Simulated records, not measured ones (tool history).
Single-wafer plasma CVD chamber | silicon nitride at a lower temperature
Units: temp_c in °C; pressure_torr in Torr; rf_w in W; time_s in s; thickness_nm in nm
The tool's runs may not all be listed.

{"run": 1, "hour": 0.0, "temp_c": 355, "pressure_torr": 2, "rf_w": 370, "time_s": 25.6, "thickness_nm": 35.715}
{"run": 2, "hour": 2.6, "temp_c": 355, "pressure_torr": 2.12, "rf_w": 375, "time_s": 25.6, "thickness_nm": 36.728}
{"run": 3, "hour": 4.9, "temp_c": 360, "pressure_torr": 2.12, "rf_w": 375, "time_s": 25.6, "thickness_nm": 36.623}
{"run": 4, "hour": 11.0, "temp_c": 360, "pressure_torr": 2.12, "rf_w": 350, "time_s": 25.6, "thickness_nm": 34.805}
{"run": 5, "hour": 19.9, "temp_c": 360, "pressure_torr": 2.12, "rf_w": 305, "time_s": 25.6, "thickness_nm": 31.051}
{"run": 6, "hour": 20.6, "temp_c": 360, "pressure_torr": 2.12, "rf_w": 305, "time_s": 24.3, "thickness_nm": 29.967}
{"run": 7, "hour": 27.1, "temp_c": 360, "pressure_torr": 2.22, "rf_w": 325, "time_s": 24.3, "thickness_nm": 31.574}

The next listed run, before its measurement:
{"run": 8, "hour": 33.7, "temp_c": 360, "pressure_torr": 2.62, "rf_w": 385, "time_s": 24.7, "thickness_nm": "?"}

{"run 8": {"thickness_nm": 37.848}}

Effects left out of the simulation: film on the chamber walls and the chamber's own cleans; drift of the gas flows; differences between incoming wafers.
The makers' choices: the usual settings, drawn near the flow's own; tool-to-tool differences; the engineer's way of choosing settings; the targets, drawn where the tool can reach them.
